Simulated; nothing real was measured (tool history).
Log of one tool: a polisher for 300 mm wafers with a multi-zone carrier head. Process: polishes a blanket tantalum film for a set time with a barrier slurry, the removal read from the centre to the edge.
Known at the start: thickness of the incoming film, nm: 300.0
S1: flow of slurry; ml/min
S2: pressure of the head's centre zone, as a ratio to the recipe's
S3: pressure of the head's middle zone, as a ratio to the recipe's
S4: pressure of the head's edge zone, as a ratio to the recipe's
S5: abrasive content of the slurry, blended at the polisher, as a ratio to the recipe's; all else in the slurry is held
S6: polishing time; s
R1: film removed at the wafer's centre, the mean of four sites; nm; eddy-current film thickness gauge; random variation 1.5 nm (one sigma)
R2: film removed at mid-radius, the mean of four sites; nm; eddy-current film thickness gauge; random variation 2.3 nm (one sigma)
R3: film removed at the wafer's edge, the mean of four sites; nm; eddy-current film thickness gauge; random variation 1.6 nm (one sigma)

run 1 day=0.000 | S1=205 S2=1.00 S3=1.00 S4=1.00 S5=1.0 S6=61 | R1=124.74 R2=128.16 R3=119.64
run 2 day=0.071 | S1=205 S2=1.00 S3=0.96 S4=1.00 S5=1.0 S6=61 | R1=126.59 R2=125.98 R3=121.10
run 3 day=0.346 | S1=210 S2=0.98 S3=0.98 S4=1.02 S5=1.1 S6=61 | R1=124.82 R2=132.38 R3=123.16
run 4 day=0.496 | S1=210 S2=0.98 S3=0.98 S4=1.02 S5=1.1 S6=76 | R1=157.73 R2=163.39 R3=153.22
run 5 day=0.600 | S1=205 S2=0.96 S3=0.98 S4=1.03 S5=1.1 S6=76 | R1=153.82 R2=164.64 R3=153.56
run 6 day=0.654 | S1=205 S2=0.90 S3=0.98 S4=1.03 S5=1.1 S6=76 | R1=146.82 R2=161.27 R3=152.76

The next listed run, before its measurement:
run 7 day=0.796 | S1=200 S2=0.88 S3=0.98 S4=1.04 S5=1.1 S6=76 | R1=? R2=? R3=?

R1: 142.59 nm
R2: 161.05 nm
R3: 152.17 nm

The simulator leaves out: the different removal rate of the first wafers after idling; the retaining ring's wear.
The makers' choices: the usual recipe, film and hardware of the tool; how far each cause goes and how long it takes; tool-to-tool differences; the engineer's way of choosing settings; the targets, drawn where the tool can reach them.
